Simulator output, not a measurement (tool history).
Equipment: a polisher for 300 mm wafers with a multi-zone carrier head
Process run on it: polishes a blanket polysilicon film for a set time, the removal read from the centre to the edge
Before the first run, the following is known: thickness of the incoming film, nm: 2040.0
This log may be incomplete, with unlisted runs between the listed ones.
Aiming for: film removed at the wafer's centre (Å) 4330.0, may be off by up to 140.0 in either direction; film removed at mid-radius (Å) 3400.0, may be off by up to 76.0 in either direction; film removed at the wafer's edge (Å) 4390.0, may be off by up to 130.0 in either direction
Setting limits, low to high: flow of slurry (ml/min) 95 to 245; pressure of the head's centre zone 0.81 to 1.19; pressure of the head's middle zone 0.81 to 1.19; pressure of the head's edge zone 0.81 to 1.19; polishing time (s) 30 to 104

| run | hour | flow of slurry (ml/min) | pressure of the head's centre zone | pressure of the head's middle zone | pressure of the head's edge zone | polishing time (s) | film removed at the wafer's centre (Å) | film removed at mid-radius (Å) | film removed at the wafer's edge (Å) |
|---|---|---|---|---|---|---|---|---|---|
| 1 | 0.0 | 155 | 1.00 | 1.00 | 1.00 | 67 | 6111.8 | 5980.3 | 6158.2 |
| 2 | 1.8 | 145 | 1.01 | 0.96 | 1.01 | 62 | 5599.8 | 5271.1 | 5643.9 |
| 3 | 2.8 | 145 | 1.07 | 0.96 | 1.01 | 62 | 6010.6 | 5290.6 | 5632.3 |
| 4 | 5.8 | 115 | 1.07 | 0.96 | 1.01 | 62 | 5733.1 | 5138.2 | 5487.4 |
| 5 | 8.7 | 115 | 1.07 | 0.96 | 1.01 | 72 | 6482.9 | 5867.0 | 6373.8 |
| 6 | 17.7 | 115 | 1.07 | 0.92 | 1.04 | 65 | 5949.9 | 5141.9 | 5789.6 |
| 7 | 19.0 | 115 | 1.07 | 0.89 | 1.07 | 60 | 5537.7 | 4663.2 | 5461.8 |
| 8 | 28.0 | 95 | 1.07 | 0.81 | 1.12 | 42 | 3624.4 | 2908.6 | 3846.7 |
| 9 | 34.8 | 115 | 1.07 | 0.81 | 1.13 | 42 | 3821.7 | 3018.5 | 3902.9 |
| 10 | 37.5 | 120 | 1.07 | 0.81 | 1.14 | 43 | 3947.1 | 3126.4 | 4077.2 |
| 11 | 42.9 | 130 | 1.07 | 0.81 | 1.15 | 43 | 3995.3 | 3200.6 | 4167.8 |

Which one of the following 4 next-run settings gets every result inside its allowed miss? There is exactly one.
| A | 48.3 | 175 | 1.03 | 0.92 | 1.19 | 39 | ? | ? | ? |
| B | 48.3 | 155 | 1.12 | 0.87 | 1.10 | 43 | ? | ? | ? |
| C | 48.3 | 135 | 1.08 | 0.82 | 1.15 | 45 | ? | ? | ? |
| D | 48.3 | 155 | 1.15 | 0.92 | 1.08 | 41 | ? | ? | ? |

| move | film removed at the wafer's centre (Å) | film removed at mid-radius (Å) | film removed at the wafer's edge (Å) |
|---|---|---|---|
| A | 3724.3 | 3350.8 | 4021.0 |
| B | 4369.1 | 3472.4 | 4199.2 |
| C | 4285.5 | 3393.6 | 4418.9 |
| D | 4279.6 | 3452.4 | 3964.7 |
A: meets the target for the result that was furthest off, but another lies outside its allowed miss
B: meets the target for the result that was furthest off, but another lies outside its allowed miss
C: all results in spec
D: meets the target for the result that was furthest off, but another lies outside its allowed miss
So the answer is move C, the one that meets all the targets.
